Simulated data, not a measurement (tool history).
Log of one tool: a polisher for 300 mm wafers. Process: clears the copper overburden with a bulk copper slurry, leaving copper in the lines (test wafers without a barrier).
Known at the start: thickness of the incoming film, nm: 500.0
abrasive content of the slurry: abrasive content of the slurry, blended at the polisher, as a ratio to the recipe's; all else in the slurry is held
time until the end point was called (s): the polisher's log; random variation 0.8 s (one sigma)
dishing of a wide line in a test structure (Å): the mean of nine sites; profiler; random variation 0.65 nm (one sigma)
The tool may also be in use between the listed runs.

| run | hour | flow of slurry (ml/min) | pressure of the wafer on the pad (kPa) | speed of the pad under the wafer (m/s) | abrasive content of the slurry | overpolish time after the end point (s) | time until the end point was called (s) | dishing of a wide line in a test structure (Å) |
|---|---|---|---|---|---|---|---|---|
| 1 | 0 | 290 | 14.5 | 0.92 | 1 | 20 | 80.784 | 736.06 |
| 2 | 6.2 | 290 | 14.5 | 0.92 | 0.8 | 20 | 85.845 | 696.29 |
| 3 | 10.6 | 290 | 17.9 | 0.92 | 0.8 | 20 | 69.513 | 820.76 |
| 4 | 16 | 290 | 17.9 | 0.92 | 0.8 | 18 | 70.731 | 763.44 |
| 5 | 23.6 | 320 | 17.9 | 0.92 | 0.8 | 18 | 70.171 | 777.63 |
| 6 | 28.5 | 320 | 17.9 | 0.92 | 0.8 | 16 | 70.168 | 715.89 |

Forecast run 7:
| 7 | 33.6 | 320 | 17.9 | 0.92 | 0.8 | 15 | ? | ? |

{"run 7": {"time until the end point was called (s)": 70.78, "dishing of a wide line in a test structure (Å)": 695.79}}
